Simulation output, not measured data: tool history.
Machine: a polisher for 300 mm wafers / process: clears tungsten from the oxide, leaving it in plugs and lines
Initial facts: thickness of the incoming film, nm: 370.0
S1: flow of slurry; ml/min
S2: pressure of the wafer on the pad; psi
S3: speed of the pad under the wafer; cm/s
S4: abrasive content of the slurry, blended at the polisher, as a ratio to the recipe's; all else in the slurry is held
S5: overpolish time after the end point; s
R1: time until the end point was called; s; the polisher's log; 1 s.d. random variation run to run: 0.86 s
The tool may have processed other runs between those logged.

| run | hour | S1 | S2 | S3 | S4 | S5 | R1 |
|---|---|---|---|---|---|---|---|
| 1 | 0 | 310 | 4.3 | 120 | 1 | 26 | 50.735 |
| 2 | 1.9 | 310 | 3.9 | 120 | 1 | 26 | 55.129 |
| 3 | 6.5 | 310 | 4.3 | 120 | 1 | 26 | 50.182 |
| 4 | 7.4 | 310 | 5.2 | 120 | 1 | 26 | 41.4 |
| 5 | 13.7 | 310 | 5.2 | 120 | 1.1 | 26 | 40.181 |
| 6 | 19.9 | 310 | 4.2 | 120 | 1.1 | 26 | 49.811 |
| 7 | 27.1 | 310 | 3.8 | 118 | 1.1 | 26 | 56.577 |
| 8 | 32.6 | 310 | 3.5 | 118 | 1.1 | 26 | 60.619 |
| 9 | 41 | 310 | 3.2 | 118 | 1.1 | 26 | 65.403 |
| 10 | 48.8 | 310 | 3 | 118 | 1.1 | 26 | 70.219 |
| 11 | 56.5 | 310 | 2.8 | 118 | 1.1 | 26 | 74.306 |

What does the tool deliver on the next run?
| 12 | 57.6 | 310 | 2.7 | 118 | 1.1 | 26 | ? |

{"run 12": {"R1": 78.762}}

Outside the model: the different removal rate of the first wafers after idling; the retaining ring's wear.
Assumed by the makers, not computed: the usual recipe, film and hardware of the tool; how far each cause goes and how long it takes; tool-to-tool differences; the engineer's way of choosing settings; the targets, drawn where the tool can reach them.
